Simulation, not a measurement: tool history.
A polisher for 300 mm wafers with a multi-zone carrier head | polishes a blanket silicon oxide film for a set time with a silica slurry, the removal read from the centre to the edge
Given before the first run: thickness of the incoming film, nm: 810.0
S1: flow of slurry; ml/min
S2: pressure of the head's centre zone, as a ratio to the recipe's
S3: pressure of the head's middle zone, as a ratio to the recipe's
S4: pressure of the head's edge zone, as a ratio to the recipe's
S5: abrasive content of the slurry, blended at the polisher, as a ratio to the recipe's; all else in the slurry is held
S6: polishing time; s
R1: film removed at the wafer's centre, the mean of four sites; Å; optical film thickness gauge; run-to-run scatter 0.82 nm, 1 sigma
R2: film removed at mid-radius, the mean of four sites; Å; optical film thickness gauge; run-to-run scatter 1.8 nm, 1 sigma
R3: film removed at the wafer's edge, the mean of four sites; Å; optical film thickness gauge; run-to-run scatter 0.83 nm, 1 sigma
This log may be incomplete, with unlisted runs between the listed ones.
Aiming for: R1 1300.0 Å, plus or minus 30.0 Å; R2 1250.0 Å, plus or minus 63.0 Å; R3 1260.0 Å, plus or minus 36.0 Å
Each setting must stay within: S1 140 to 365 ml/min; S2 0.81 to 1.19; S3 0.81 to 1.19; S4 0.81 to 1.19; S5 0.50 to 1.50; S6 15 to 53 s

Run 1, hour 0.0: S1 235 ml/min, S2 1.00, S3 1.00, S4 1.00, S5 1.00, S6 34 s. Result: R1 1722.8 Å, R2 1697.1 Å, R3 1679.6 Å.
Run 2, hour 6.7: S1 230 ml/min, S2 0.98, S3 0.97, S4 0.95, S5 0.85, S6 34 s. Result: R1 1579.5 Å, R2 1477.4 Å, R3 1543.6 Å.
Run 3, hour 13.0: S1 225 ml/min, S2 0.97, S3 0.99, S4 0.91, S5 0.75, S6 34 s. Result: R1 1476.5 Å, R2 1453.2 Å, R3 1419.8 Å.
Run 4, hour 17.6: S1 225 ml/min, S2 0.90, S3 0.99, S4 0.91, S5 0.75, S6 34 s. Result: R1 1382.2 Å, R2 1461.9 Å, R3 1415.9 Å.
Run 5, hour 26.0: S1 215 ml/min, S2 0.91, S3 0.97, S4 0.88, S5 0.70, S6 34 s. Result: R1 1368.4 Å, R2 1389.6 Å, R3 1364.0 Å.
Run 6, hour 27.6: S1 240 ml/min, S2 0.91, S3 0.97, S4 0.88, S5 0.70, S6 34 s. Result: R1 1362.0 Å, R2 1388.3 Å, R3 1388.9 Å.
Run 7, hour 33.0: S1 220 ml/min, S2 0.91, S3 0.95, S4 0.86, S5 0.70, S6 34 s. Result: R1 1361.2 Å, R2 1323.9 Å, R3 1353.1 Å.
Run 8, hour 38.7: S1 205 ml/min, S2 0.90, S3 0.95, S4 0.84, S5 0.70, S6 34 s. Result: R1 1304.9 Å, R2 1340.1 Å, R3 1329.5 Å.

5 candidate next runs follow, results not yet known. Just one meets every target within its allowed miss. Identify it.
Run A, hour 44.4: S1 155 ml/min, S2 0.91, S3 0.84, S4 0.95, S5 0.60, S6 37 s. Result: R1 ?, R2 ?, R3 ?.
Run B, hour 44.4: S1 140 ml/min, S2 0.87, S3 0.88, S4 0.91, S5 0.85, S6 33 s. Result: R1 ?, R2 ?, R3 ?.
Run C, hour 44.4: S1 170 ml/min, S2 0.94, S3 0.92, S4 0.83, S5 0.80, S6 31 s. Result: R1 ?, R2 ?, R3 ?.
Run D, hour 44.4: S1 230 ml/min, S2 0.95, S3 1.04, S4 0.82, S5 0.60, S6 34 s. Result: R1 ?, R2 ?, R3 ?.
Run E, hour 44.4: S1 220 ml/min, S2 0.84, S3 0.87, S4 0.85, S5 0.60, S6 39 s. Result: R1 ?, R2 ?, R3 ?.

move      R1      R2      R3
   A  1286.8  1187.6  1401.8
   B  1269.3  1266.7  1418.8
   C  1282.0  1235.7  1275.3
   D  1299.8  1366.4  1254.3
   E  1332.0  1347.5  1457.5
A: the biggest miss grows against the last run
B: the biggest miss grows against the last run
C: every result lands within tolerance
D: brings the result that was furthest off to its target, and leaves another outside
E: the biggest miss grows against the last run
C meets every target.

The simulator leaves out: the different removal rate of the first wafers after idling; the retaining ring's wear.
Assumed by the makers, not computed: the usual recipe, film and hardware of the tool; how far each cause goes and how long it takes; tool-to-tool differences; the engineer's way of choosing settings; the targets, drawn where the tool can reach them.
